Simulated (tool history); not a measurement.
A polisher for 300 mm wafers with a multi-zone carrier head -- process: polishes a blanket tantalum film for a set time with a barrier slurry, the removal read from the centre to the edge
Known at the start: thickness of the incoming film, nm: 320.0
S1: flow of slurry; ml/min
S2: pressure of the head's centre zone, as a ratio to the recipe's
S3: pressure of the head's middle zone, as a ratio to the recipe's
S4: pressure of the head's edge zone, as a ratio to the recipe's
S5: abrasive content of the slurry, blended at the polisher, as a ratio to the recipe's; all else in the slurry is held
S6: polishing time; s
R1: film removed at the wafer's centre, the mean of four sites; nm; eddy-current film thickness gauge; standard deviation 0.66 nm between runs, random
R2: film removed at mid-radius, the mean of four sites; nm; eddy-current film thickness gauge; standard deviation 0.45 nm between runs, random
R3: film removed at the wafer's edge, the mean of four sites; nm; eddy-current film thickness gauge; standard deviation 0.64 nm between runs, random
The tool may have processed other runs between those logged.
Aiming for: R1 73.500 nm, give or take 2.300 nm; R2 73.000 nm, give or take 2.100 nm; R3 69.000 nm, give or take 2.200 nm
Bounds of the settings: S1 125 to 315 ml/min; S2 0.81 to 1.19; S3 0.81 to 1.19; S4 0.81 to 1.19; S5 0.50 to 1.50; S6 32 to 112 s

run 1 hour=0.0 | S1=205 S2=1.00 S3=1.00 S4=1.00 S5=1.00 S6=72 | R1=56.271 R2=55.605 R3=54.624
run 2 hour=6.5 | S1=205 S2=1.00 S3=1.00 S4=1.00 S5=1.00 S6=64 | R1=49.307 R2=50.119 R3=48.122
run 3 hour=15.2 | S1=215 S2=1.03 S3=1.03 S4=1.05 S5=1.15 S6=67 | R1=55.928 R2=55.261 R3=53.074
run 4 hour=22.5 | S1=215 S2=1.03 S3=0.95 S4=1.05 S5=1.15 S6=67 | R1=54.647 R2=51.514 R3=54.290
run 5 hour=27.6 | S1=215 S2=1.03 S3=0.95 S4=1.05 S5=1.35 S6=67 | R1=58.213 R2=54.166 R3=54.749
run 6 hour=31.0 | S1=215 S2=1.09 S3=0.95 S4=1.05 S5=1.35 S6=67 | R1=60.459 R2=53.435 R3=55.298
run 7 hour=35.4 | S1=215 S2=1.09 S3=0.95 S4=1.05 S5=1.35 S6=67 | R1=60.196 R2=53.780 R3=54.648
run 8 hour=43.8 | S1=230 S2=1.08 S3=0.99 S4=1.09 S5=1.40 S6=70 | R1=63.932 R2=58.736 R3=58.882
run 9 hour=47.1 | S1=235 S2=1.07 S3=1.02 S4=1.11 S5=1.45 S6=73 | R1=66.854 R2=63.882 R3=63.169
run 10 hour=55.9 | S1=235 S2=1.07 S3=1.02 S4=1.11 S5=1.45 S6=73 | R1=66.986 R2=63.470 R3=64.077
run 11 hour=59.4 | S1=245 S2=1.08 S3=1.06 S4=1.12 S5=1.45 S6=74 | R1=68.156 R2=66.589 R3=64.854
run 12 hour=64.5 | S1=250 S2=1.09 S3=1.08 S4=1.13 S5=1.45 S6=75 | R1=71.257 R2=69.347 R3=65.836
run 13 hour=71.9 | S1=260 S2=1.09 S3=1.09 S4=1.14 S5=1.45 S6=75 | R1=70.194 R2=69.905 R3=67.149
run 14 hour=74.1 | S1=265 S2=1.10 S3=1.10 S4=1.14 S5=1.45 S6=75 | R1=72.999 R2=70.317 R3=65.822

5 next moves are on the table. One of them brings every result within its allowed miss. Which?
run A hour=76.3 | S1=255 S2=1.07 S3=1.06 S4=1.18 S5=1.50 S6=75 | R1=? R2=? R3=?
run B hour=76.3 | S1=315 S2=1.18 S3=1.09 S4=1.04 S5=1.50 S6=71 | R1=? R2=? R3=?
run C hour=76.3 | S1=315 S2=1.05 S3=1.07 S4=1.11 S5=1.10 S6=83 | R1=? R2=? R3=?
run D hour=76.3 | S1=255 S2=1.07 S3=1.09 S4=1.10 S5=1.45 S6=73 | R1=? R2=? R3=?
run E hour=76.3 | S1=240 S2=1.03 S3=0.94 S4=1.19 S5=1.30 S6=85 | R1=? R2=? R3=?

move=A R1=68.347 R2=69.284 R3=68.790
move=B R1=72.445 R2=68.689 R3=62.112
move=C R1=71.378 R2=74.011 R3=70.228
move=D R1=66.094 R2=68.609 R3=64.123
move=E R1=72.054 R2=68.402 R3=75.745
A: meets the target for the result that was furthest off, but another lies outside its allowed miss
B: misses by more than the last run did
C: every result within its allowed miss
D: misses by more than the last run did
E: takes the biggest miss from the last run beyond its target
C is the move that brings every result within its allowed miss.
